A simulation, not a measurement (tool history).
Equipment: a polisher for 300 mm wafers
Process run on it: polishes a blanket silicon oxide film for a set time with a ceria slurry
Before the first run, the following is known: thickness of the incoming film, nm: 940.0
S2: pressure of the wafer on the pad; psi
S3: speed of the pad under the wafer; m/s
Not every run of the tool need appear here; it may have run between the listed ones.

run 1 day=0 | flow_of_slurry_(ml/min)=230 S2=4.2 S3=1.1 polishing_time_(s)=70 | film_removed_(angstrom)=4683.3
run 2 day=0.204 | flow_of_slurry_(ml/min)=230 S2=4 S3=1.1 polishing_time_(s)=70 | film_removed_(angstrom)=4452.2
run 3 day=0.25 | flow_of_slurry_(ml/min)=230 S2=4 S3=0.86 polishing_time_(s)=70 | film_removed_(angstrom)=3530.1
run 4 day=0.608 | flow_of_slurry_(ml/min)=195 S2=4 S3=0.86 polishing_time_(s)=70 | film_removed_(angstrom)=3445
run 5 day=0.767 | flow_of_slurry_(ml/min)=200 S2=4 S3=0.86 polishing_time_(s)=70 | film_removed_(angstrom)=3466
run 6 day=1.062 | flow_of_slurry_(ml/min)=205 S2=4 S3=0.86 polishing_time_(s)=70 | film_removed_(angstrom)=3429.9
run 7 day=1.433 | flow_of_slurry_(ml/min)=210 S2=4 S3=0.86 polishing_time_(s)=70 | film_removed_(angstrom)=3506.4

Forecast run 8:
run 8 day=1.762 | flow_of_slurry_(ml/min)=215 S2=4 S3=0.86 polishing_time_(s)=70 | film_removed_(angstrom)=?

{"run 8": {"film removed (angstrom)": 3472}}
